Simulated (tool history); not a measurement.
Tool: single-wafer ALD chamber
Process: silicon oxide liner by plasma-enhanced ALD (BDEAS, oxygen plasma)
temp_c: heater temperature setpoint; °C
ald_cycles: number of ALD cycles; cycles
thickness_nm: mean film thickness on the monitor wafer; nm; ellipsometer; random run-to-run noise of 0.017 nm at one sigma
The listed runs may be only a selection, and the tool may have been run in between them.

Run 1, hour 0: temp_c 320 °C, ald_cycles 35 cycles. Result: thickness_nm 3.0617 nm.
Run 2, hour 8.2: temp_c 320 °C, ald_cycles 33 cycles. Result: thickness_nm 2.8966 nm.
Run 3, hour 16.9: temp_c 320 °C, ald_cycles 34 cycles. Result: thickness_nm 2.9812 nm.
Run 4, hour 19.8: temp_c 320 °C, ald_cycles 36 cycles. Result: thickness_nm 3.1648 nm.
Run 5, hour 27.9: temp_c 320 °C, ald_cycles 37 cycles. Result: thickness_nm 3.2454 nm.
Run 6, hour 31.9: temp_c 320 °C, ald_cycles 34 cycles. Result: thickness_nm 3.0012 nm.

What does the tool deliver on the next run?
Run 7, hour 39.4: temp_c 320 °C, ald_cycles 35 cycles. Result: thickness_nm ?.

thickness_nm: 3.082 nm

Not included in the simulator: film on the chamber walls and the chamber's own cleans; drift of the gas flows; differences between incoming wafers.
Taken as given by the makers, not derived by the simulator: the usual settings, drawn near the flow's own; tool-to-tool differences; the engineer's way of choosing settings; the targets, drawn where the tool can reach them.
